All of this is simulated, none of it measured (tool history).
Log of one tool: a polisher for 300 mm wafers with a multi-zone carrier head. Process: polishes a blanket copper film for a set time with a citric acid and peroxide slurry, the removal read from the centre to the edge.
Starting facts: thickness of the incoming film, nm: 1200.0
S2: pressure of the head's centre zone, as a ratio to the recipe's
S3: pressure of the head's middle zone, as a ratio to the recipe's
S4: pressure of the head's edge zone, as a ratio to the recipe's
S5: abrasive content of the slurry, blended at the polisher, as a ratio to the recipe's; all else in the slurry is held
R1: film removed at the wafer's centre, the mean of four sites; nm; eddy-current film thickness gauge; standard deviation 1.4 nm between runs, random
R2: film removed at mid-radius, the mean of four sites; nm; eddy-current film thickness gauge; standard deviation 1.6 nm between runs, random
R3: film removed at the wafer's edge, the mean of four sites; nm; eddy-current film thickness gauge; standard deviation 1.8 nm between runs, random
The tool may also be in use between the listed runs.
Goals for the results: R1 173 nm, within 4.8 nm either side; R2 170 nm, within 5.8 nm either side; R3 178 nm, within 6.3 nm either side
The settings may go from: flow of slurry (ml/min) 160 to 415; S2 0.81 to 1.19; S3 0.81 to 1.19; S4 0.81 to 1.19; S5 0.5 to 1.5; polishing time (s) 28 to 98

run 1 hour=0 | flow_of_slurry_(ml/min)=265 S2=1 S3=1 S4=1 S5=1 polishing_time_(s)=63 | R1=125.99 R2=140.26 R3=144.01
run 2 hour=6.7 | flow_of_slurry_(ml/min)=280 S2=1.05 S3=1.02 S4=1.05 S5=1.15 polishing_time_(s)=64 | R1=138.2 R2=150.52 R3=156.42
run 3 hour=14 | flow_of_slurry_(ml/min)=280 S2=1.05 S3=1.02 S4=1.05 S5=1.25 polishing_time_(s)=64 | R1=142.26 R2=154.27 R3=153.98
run 4 hour=14.7 | flow_of_slurry_(ml/min)=280 S2=1.05 S3=0.98 S4=1.05 S5=1.25 polishing_time_(s)=64 | R1=141.52 R2=144.26 R3=158.08
run 5 hour=22.9 | flow_of_slurry_(ml/min)=295 S2=1.09 S3=1 S4=1.08 S5=1.3 polishing_time_(s)=64 | R1=148.17 R2=151.05 R3=162.45
run 6 hour=28.2 | flow_of_slurry_(ml/min)=295 S2=1.01 S3=1 S4=1.08 S5=1.3 polishing_time_(s)=64 | R1=139.16 R2=153.38 R3=159.75
run 7 hour=32 | flow_of_slurry_(ml/min)=310 S2=1.06 S3=1.01 S4=1.1 S5=1.35 polishing_time_(s)=64 | R1=147.98 R2=157.21 R3=165.81
run 8 hour=38.6 | flow_of_slurry_(ml/min)=355 S2=1.16 S3=1.06 S4=1.13 S5=1.45 polishing_time_(s)=64 | R1=165.67 R2=164.73 R3=169.01

4 candidate next runs follow, results not yet known. Just one meets every target within its allowed miss. Identify it.
run A hour=45.2 | flow_of_slurry_(ml/min)=415 S2=1.12 S3=1.1 S4=1.1 S5=1.45 polishing_time_(s)=65 | R1=? R2=? R3=?
run B hour=45.2 | flow_of_slurry_(ml/min)=380 S2=1.14 S3=1.12 S4=1.09 S5=1.5 polishing_time_(s)=62 | R1=? R2=? R3=?
run C hour=45.2 | flow_of_slurry_(ml/min)=405 S2=1.16 S3=1.06 S4=1.18 S5=1.35 polishing_time_(s)=64 | R1=? R2=? R3=?
run D hour=45.2 | flow_of_slurry_(ml/min)=305 S2=1.15 S3=1 S4=1.07 S5=1.5 polishing_time_(s)=69 | R1=? R2=? R3=?

move=A R1=164.6 R2=175.63 R3=172.75
move=B R1=159.64 R2=170.43 R3=164.5
move=C R1=163.98 R2=164.49 R3=173.35
move=D R1=175.62 R2=169.39 R3=179.37
A: moves away from the targets compared with the last run
B: moves away from the targets compared with the last run
C: moves away from the targets compared with the last run
D: all results in spec
So the answer is move D, the one that meets all the targets.

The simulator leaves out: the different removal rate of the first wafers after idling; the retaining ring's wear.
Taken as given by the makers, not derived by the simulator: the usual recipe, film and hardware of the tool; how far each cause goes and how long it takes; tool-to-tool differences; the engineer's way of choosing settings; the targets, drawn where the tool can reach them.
